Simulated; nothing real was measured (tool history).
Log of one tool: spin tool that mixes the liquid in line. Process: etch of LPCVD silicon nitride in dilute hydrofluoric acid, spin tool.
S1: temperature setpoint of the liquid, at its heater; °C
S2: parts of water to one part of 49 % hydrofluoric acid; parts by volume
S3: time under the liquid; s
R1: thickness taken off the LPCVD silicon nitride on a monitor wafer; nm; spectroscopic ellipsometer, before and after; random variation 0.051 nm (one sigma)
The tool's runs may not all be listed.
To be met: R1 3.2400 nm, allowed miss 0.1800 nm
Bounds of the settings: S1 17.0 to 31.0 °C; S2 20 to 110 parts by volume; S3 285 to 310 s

run	hour	S1	S2	S3	R1
1	0.0	23.0	60	285	1.9510
2	1.3	25.0	60	285	2.2549
3	5.3	25.0	45	285	2.8545
4	8.4	25.0	25	285	5.2666
5	12.3	23.5	25	285	4.7661
6	18.2	22.5	25	285	4.4072
7	26.6	21.5	25	285	4.1462
8	29.6	20.5	25	285	3.7208
9	36.9	20.0	25	285	3.6653

4 next moves are on the table. One of them brings every result within its allowed miss. Which?
A	44.2	17.5	20	300	?
B	44.2	17.0	25	305	?
C	44.2	18.5	30	285	?
D	44.2	20.5	25	295	?

move	R1
A	4.0631
B	3.2212
C	2.8105
D	3.9916
A: further off than the last run
B: meets every target
C: takes the result that was furthest off past its target
D: further off than the last run
Move B is the one to make.

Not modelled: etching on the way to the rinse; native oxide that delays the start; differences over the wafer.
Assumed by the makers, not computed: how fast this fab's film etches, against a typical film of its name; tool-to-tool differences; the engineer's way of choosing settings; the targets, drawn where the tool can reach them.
